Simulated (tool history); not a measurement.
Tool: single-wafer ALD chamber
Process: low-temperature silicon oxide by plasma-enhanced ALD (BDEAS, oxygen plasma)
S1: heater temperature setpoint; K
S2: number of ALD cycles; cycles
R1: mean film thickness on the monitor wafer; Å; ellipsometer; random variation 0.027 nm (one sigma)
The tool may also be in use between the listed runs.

run	hour	S1	S2	R1
1	0.0	368.15	57	79.667
2	3.6	366.15	58	81.429
3	11.5	364.15	59	83.293
4	17.6	363.15	60	85.203
5	18.5	356.15	60	87.115
6	21.3	355.15	61	88.463
7	25.6	354.15	62	90.473

Run 8 comes next. What will it give?
8	27.4	353.15	63	?

{"run 8": {"R1": 91.999}}
